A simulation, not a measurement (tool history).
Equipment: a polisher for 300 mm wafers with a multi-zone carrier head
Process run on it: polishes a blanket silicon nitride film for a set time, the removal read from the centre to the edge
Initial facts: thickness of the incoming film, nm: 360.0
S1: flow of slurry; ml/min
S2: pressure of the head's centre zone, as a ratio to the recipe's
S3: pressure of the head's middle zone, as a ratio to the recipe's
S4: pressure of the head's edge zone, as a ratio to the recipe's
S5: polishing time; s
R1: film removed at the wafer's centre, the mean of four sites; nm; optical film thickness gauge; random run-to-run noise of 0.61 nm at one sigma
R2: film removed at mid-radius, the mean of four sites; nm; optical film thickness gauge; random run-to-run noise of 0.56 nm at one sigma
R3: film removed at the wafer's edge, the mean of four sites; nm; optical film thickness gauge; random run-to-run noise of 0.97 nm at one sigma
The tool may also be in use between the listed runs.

run,hour,S1,S2,S3,S4,S5,R1,R2,R3
1,0.0,260,1.00,1.00,1.00,48,61.554,62.550,64.530
2,5.7,260,1.00,0.94,1.00,48,62.217,59.203,63.539
3,7.9,230,1.00,0.94,1.00,48,61.567,58.855,63.104
4,8.8,230,0.93,0.94,1.00,48,56.776,58.261,61.633
5,11.5,230,0.93,0.94,1.00,40,47.228,48.460,52.689
6,15.2,230,0.93,0.94,1.00,28,32.453,34.343,37.137
7,19.1,280,1.03,1.04,1.10,42,57.396,56.454,57.077
8,22.7,280,1.00,1.06,1.12,45,58.808,62.147,63.802
9,27.4,290,1.01,1.09,1.14,46,61.872,64.843,64.262

Forecast run 10:
10,35.8,295,1.00,1.10,1.16,47,?,?,?

R1: 62.607 nm
R2: 67.198 nm
R3: 68.254 nm
